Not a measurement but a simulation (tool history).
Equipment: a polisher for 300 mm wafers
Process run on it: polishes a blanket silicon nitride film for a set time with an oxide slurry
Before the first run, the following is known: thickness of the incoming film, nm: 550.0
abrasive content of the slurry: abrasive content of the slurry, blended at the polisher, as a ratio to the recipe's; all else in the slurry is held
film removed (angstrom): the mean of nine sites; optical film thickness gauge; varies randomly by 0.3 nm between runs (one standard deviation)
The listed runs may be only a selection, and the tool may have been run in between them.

run,hour,flow of slurry (ml/min),pressure of the wafer on the pad (kPa),speed of the pad under the wafer (cm/s),abrasive content of the slurry,polishing time (s),film removed (angstrom)
1,0,315,20.7,118,1,71,458.22
2,0.7,315,20.7,118,1.1,71,476.51
3,4.1,315,20.7,118,1,71,454.45
4,12.4,315,20.7,118,1,71,450.67
5,15.8,315,19.3,116,1,71,419
6,17.4,315,19.3,116,0.85,71,379.52
7,21.1,315,18.6,116,0.85,71,362.63
8,21.8,315,17.9,116,0.85,71,357.31
9,22.4,315,17.2,116,0.85,71,342.62
10,23.8,315,16.5,116,0.85,71,325.36
11,32.4,315,15.9,116,0.85,71,314.9
12,33.5,315,15.9,116,0.85,71,314.32

Estimate the outcome of run 13 from the log above:
13,42.3,315,15.2,116,0.85,71,?

film removed (angstrom): 294.47
